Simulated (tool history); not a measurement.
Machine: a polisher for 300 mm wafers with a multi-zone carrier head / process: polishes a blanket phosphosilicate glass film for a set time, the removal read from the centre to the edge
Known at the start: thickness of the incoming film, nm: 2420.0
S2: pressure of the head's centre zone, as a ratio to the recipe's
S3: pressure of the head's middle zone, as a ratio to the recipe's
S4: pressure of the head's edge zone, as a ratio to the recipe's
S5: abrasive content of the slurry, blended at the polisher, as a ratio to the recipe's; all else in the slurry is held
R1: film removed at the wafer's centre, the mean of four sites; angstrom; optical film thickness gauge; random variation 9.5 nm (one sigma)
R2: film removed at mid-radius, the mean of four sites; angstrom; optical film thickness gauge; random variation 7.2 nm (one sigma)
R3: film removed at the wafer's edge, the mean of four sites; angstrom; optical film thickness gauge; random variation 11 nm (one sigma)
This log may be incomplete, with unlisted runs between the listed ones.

run 1 day=0 | flow_of_slurry_(ml/min)=225 S2=1 S3=1 S4=1 S5=1 polishing_time_(s)=45 | R1=5158.7 R2=5217.9 R3=5036.7
run 2 day=0.346 | flow_of_slurry_(ml/min)=235 S2=1.04 S3=1.01 S4=1.03 S5=1.1 polishing_time_(s)=46 | R1=5766.5 R2=5676.8 R3=5589.3
run 3 day=0.654 | flow_of_slurry_(ml/min)=280 S2=1.04 S3=1.01 S4=1.03 S5=1.1 polishing_time_(s)=46 | R1=5846.5 R2=5856.7 R3=5716
run 4 day=1.017 | flow_of_slurry_(ml/min)=280 S2=1.04 S3=1.01 S4=1.11 S5=1.1 polishing_time_(s)=46 | R1=5931.2 R2=5859.2 R3=5721
run 5 day=1.225 | flow_of_slurry_(ml/min)=280 S2=1.07 S3=1.01 S4=1.11 S5=1.2 polishing_time_(s)=47 | R1=6535.2 R2=6205.4 R3=5879
run 6 day=1.571 | flow_of_slurry_(ml/min)=280 S2=1.07 S3=1.01 S4=1.15 S5=1.2 polishing_time_(s)=47 | R1=6443.7 R2=6203.1 R3=6138.6
run 7 day=1.829 | flow_of_slurry_(ml/min)=275 S2=1.09 S3=1 S4=1.15 S5=1.25 polishing_time_(s)=48 | R1=6891.8 R2=6342.9 R3=6383.1
run 8 day=1.879 | flow_of_slurry_(ml/min)=270 S2=1.1 S3=1 S4=1.15 S5=1.3 polishing_time_(s)=49 | R1=7049.9 R2=6567.3 R3=6527.1
run 9 day=2.079 | flow_of_slurry_(ml/min)=275 S2=1.12 S3=0.99 S4=1.15 S5=1.35 polishing_time_(s)=50 | R1=7488.7 R2=6837.7 R3=7035.2
run 10 day=2.429 | flow_of_slurry_(ml/min)=290 S2=1.14 S3=0.99 S4=1.15 S5=1.35 polishing_time_(s)=50 | R1=7792.3 R2=6747.3 R3=6801.6

Run 11 is up next; what results do you expect?
run 11 day=2.775 | flow_of_slurry_(ml/min)=290 S2=1.15 S3=0.99 S4=1.15 S5=1.4 polishing_time_(s)=51 | R1=? R2=? R3=?

{"run 11": {"R1": 8089.5, "R2": 6904, "R3": 7139}}
